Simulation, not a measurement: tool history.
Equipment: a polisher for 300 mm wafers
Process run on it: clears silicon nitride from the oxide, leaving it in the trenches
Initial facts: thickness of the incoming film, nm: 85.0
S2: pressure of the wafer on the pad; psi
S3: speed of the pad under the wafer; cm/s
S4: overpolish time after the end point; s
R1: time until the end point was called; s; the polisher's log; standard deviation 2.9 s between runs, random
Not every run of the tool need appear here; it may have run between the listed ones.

{"run": 1, "day": 0.0, "flow of slurry (ml/min)": 255, "S2": 2.2, "S3": 108, "S4": 6, "R1": 87.541}
{"run": 2, "day": 0.162, "flow of slurry (ml/min)": 255, "S2": 2.2, "S3": 124, "S4": 6, "R1": 77.494}
{"run": 3, "day": 0.196, "flow of slurry (ml/min)": 255, "S2": 1.9, "S3": 118, "S4": 6, "R1": 93.206}
{"run": 4, "day": 0.479, "flow of slurry (ml/min)": 255, "S2": 2.4, "S3": 118, "S4": 6, "R1": 72.936}
{"run": 5, "day": 0.567, "flow of slurry (ml/min)": 255, "S2": 2.4, "S3": 96, "S4": 6, "R1": 90.734}
{"run": 6, "day": 0.871, "flow of slurry (ml/min)": 255, "S2": 2.2, "S3": 94, "S4": 6, "R1": 97.623}
{"run": 7, "day": 1.033, "flow of slurry (ml/min)": 255, "S2": 2, "S3": 92, "S4": 6, "R1": 108.15}

Forecast run 8:
{"run": 8, "day": 1.242, "flow of slurry (ml/min)": 255, "S2": 1.8, "S3": 90, "S4": 6, "R1": "?"}

Run 8 produced R1 122.09 s.
